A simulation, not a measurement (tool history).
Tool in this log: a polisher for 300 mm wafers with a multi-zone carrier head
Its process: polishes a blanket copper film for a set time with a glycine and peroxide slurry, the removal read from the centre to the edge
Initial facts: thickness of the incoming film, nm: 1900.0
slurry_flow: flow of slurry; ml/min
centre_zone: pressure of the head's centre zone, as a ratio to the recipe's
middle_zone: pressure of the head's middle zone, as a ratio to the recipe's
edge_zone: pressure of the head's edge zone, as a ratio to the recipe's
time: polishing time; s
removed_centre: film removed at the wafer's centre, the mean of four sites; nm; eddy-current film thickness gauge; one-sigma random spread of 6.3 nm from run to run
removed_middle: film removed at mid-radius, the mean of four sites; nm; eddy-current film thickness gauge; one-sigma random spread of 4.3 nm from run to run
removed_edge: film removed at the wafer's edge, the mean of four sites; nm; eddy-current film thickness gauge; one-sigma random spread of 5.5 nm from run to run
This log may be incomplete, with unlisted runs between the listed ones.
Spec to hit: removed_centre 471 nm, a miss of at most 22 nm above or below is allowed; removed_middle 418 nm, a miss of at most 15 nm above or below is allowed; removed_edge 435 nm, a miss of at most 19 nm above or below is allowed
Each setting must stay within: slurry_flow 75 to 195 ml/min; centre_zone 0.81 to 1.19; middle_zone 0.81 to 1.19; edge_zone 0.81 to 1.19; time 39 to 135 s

{"run": 1, "hour": 0.0, "slurry_flow": 125, "centre_zone": 1, "middle_zone": 1, "edge_zone": 1, "time": 87, "removed_centre": 598.16, "removed_middle": 582.44, "removed_edge": 592.92}
{"run": 2, "hour": 8.9, "slurry_flow": 120, "centre_zone": 1.01, "middle_zone": 0.97, "edge_zone": 0.96, "time": 81, "removed_centre": 552.02, "removed_middle": 506.77, "removed_edge": 519.22}
{"run": 3, "hour": 13.1, "slurry_flow": 110, "centre_zone": 0.99, "middle_zone": 0.95, "edge_zone": 0.92, "time": 80, "removed_centre": 528.62, "removed_middle": 489.68, "removed_edge": 512.23}
{"run": 4, "hour": 21.6, "slurry_flow": 110, "centre_zone": 0.91, "middle_zone": 0.95, "edge_zone": 0.92, "time": 80, "removed_centre": 479.04, "removed_middle": 492.66, "removed_edge": 525.98}
{"run": 5, "hour": 28.3, "slurry_flow": 110, "centre_zone": 0.91, "middle_zone": 0.91, "edge_zone": 0.92, "time": 80, "removed_centre": 473.36, "removed_middle": 479.89, "removed_edge": 517.1}
{"run": 6, "hour": 29.4, "slurry_flow": 110, "centre_zone": 0.94, "middle_zone": 0.91, "edge_zone": 0.89, "time": 77, "removed_centre": 472.85, "removed_middle": 456.97, "removed_edge": 490.58}
{"run": 7, "hour": 30.3, "slurry_flow": 105, "centre_zone": 0.96, "middle_zone": 0.91, "edge_zone": 0.87, "time": 75, "removed_centre": 465.12, "removed_middle": 433.75, "removed_edge": 457.93}
{"run": 8, "hour": 34.6, "slurry_flow": 100, "centre_zone": 0.97, "middle_zone": 0.91, "edge_zone": 0.86, "time": 75, "removed_centre": 455.82, "removed_middle": 432.37, "removed_edge": 463.36}

Below are 5 possible settings for the next run. Only one of them brings all results inside the allowed miss of their targets. Which is it?
{"run": "A", "hour": 38.9, "slurry_flow": 105, "centre_zone": 0.96, "middle_zone": 0.99, "edge_zone": 0.82, "time": 72, "removed_centre": "?", "removed_middle": "?", "removed_edge": "?"}
{"run": "B", "hour": 38.9, "slurry_flow": 120, "centre_zone": 1.03, "middle_zone": 0.93, "edge_zone": 0.9, "time": 67, "removed_centre": "?", "removed_middle": "?", "removed_edge": "?"}
{"run": "C", "hour": 38.9, "slurry_flow": 75, "centre_zone": 0.88, "middle_zone": 0.87, "edge_zone": 0.85, "time": 88, "removed_centre": "?", "removed_middle": "?", "removed_edge": "?"}
{"run": "D", "hour": 38.9, "slurry_flow": 75, "centre_zone": 0.92, "middle_zone": 0.81, "edge_zone": 0.91, "time": 85, "removed_centre": "?", "removed_middle": "?", "removed_edge": "?"}
{"run": "E", "hour": 38.9, "slurry_flow": 95, "centre_zone": 0.93, "middle_zone": 0.88, "edge_zone": 0.87, "time": 81, "removed_centre": "?", "removed_middle": "?", "removed_edge": "?"}

move=A removed_centre=437.91 removed_middle=457.92 removed_edge=431.54
move=B removed_centre=453.2 removed_middle=416.96 removed_edge=424.93
move=C removed_centre=438.47 removed_middle=457.09 removed_edge=502.55
move=D removed_centre=442.75 removed_middle=416.27 removed_edge=498.3
move=E removed_centre=462.81 removed_middle=455.11 removed_edge=488.23
A: meets the target for the result that was furthest off, but another lies outside its allowed miss
B: each result inside its tolerance
C: its largest miss is bigger than the last run's
D: its largest miss is bigger than the last run's
E: its largest miss is bigger than the last run's
The move that meets every target is B.

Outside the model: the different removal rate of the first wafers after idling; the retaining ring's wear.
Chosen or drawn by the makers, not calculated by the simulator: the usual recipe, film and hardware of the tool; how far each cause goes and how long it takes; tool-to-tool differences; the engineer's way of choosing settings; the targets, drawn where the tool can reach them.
